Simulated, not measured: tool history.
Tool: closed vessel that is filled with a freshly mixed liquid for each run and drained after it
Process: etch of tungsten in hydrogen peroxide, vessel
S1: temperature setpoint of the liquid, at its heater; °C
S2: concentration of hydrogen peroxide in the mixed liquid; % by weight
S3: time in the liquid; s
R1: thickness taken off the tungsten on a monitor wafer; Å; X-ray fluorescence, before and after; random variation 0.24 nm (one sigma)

| run | hour | S1 | S2 | S3 | R1 |
|---|---|---|---|---|---|
| 1 | 0.0 | 52.0 | 15.5 | 30 | 544.34 |
| 2 | 5.2 | 54.5 | 15.5 | 30 | 636.66 |
| 3 | 6.2 | 52.0 | 15.5 | 30 | 537.63 |
| 4 | 11.4 | 50.5 | 15.5 | 30 | 488.41 |
| 5 | 19.7 | 50.5 | 17.5 | 30 | 525.46 |
| 6 | 28.7 | 50.5 | 15.5 | 30 | 495.56 |

Forecast run 7:
| 7 | 37.5 | 49.5 | 15.5 | 30 | ? |

{"run 7": {"R1": 460.49}}

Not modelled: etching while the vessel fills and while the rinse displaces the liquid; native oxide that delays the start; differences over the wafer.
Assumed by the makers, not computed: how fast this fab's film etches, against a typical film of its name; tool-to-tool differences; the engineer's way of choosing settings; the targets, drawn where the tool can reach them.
